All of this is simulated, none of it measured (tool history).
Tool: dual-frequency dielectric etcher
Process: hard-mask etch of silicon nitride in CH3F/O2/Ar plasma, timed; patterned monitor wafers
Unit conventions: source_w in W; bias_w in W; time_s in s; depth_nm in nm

run  hour  source_w  bias_w  time_s  depth_nm
  1     0       540      87   304.5    251.33
  2   3.7       540      79   304.5    240.49
  3    10       540      79   304.5    239.67
  4  11.6       560      80   304.5    245.46
  5  13.7       580      81   304.5     249.2
  6  18.7       650      81   304.5    262.66
     24.1  -- source power generator calibrated
  7  24.1       660      82   304.5    261.21

Estimate the outcome of run 8 from the log above:
  8  28.3       670      84   304.5         ?

Run 8 yielded depth_nm 265.48 nm.
